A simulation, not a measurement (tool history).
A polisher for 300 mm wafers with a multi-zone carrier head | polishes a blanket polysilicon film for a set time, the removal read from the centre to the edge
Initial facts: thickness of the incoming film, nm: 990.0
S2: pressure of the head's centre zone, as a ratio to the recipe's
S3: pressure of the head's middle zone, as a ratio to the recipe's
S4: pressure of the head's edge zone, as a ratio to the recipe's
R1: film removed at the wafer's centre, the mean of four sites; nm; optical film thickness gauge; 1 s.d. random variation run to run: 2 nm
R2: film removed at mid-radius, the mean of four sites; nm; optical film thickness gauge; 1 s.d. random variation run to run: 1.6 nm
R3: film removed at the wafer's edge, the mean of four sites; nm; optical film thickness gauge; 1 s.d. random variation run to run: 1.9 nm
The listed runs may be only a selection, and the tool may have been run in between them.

{"run": 1, "hour": 0.0, "flow of slurry (ml/min)": 220, "S2": 1, "S3": 1, "S4": 1, "polishing time (s)": 30, "R1": 296.26, "R2": 293.12, "R3": 297.42}
{"run": 2, "hour": 5.5, "flow of slurry (ml/min)": 220, "S2": 1, "S3": 0.93, "S4": 1, "polishing time (s)": 30, "R1": 296.4, "R2": 274.91, "R3": 300.03}
{"run": 3, "hour": 14.4, "flow of slurry (ml/min)": 205, "S2": 0.98, "S3": 0.9, "S4": 0.95, "polishing time (s)": 30, "R1": 286.34, "R2": 268.26, "R3": 290.73}
{"run": 4, "hour": 15.9, "flow of slurry (ml/min)": 190, "S2": 0.97, "S3": 0.87, "S4": 0.93, "polishing time (s)": 30, "R1": 277.86, "R2": 258.91, "R3": 282.29}
{"run": 5, "hour": 24.1, "flow of slurry (ml/min)": 190, "S2": 0.97, "S3": 0.87, "S4": 0.89, "polishing time (s)": 30, "R1": 280.1, "R2": 257.81, "R3": 278.37}
{"run": 6, "hour": 29.5, "flow of slurry (ml/min)": 180, "S2": 0.96, "S3": 0.85, "S4": 0.88, "polishing time (s)": 30, "R1": 278.28, "R2": 252.25, "R3": 276.43}

Predict the results of run 7:
{"run": 7, "hour": 38.4, "flow of slurry (ml/min)": 170, "S2": 0.95, "S3": 0.84, "S4": 0.87, "polishing time (s)": 30, "R1": "?", "R2": "?", "R3": "?"}

Run 7 gave R1 267.08 nm, R2 245.74 nm, R3 272.58 nm.

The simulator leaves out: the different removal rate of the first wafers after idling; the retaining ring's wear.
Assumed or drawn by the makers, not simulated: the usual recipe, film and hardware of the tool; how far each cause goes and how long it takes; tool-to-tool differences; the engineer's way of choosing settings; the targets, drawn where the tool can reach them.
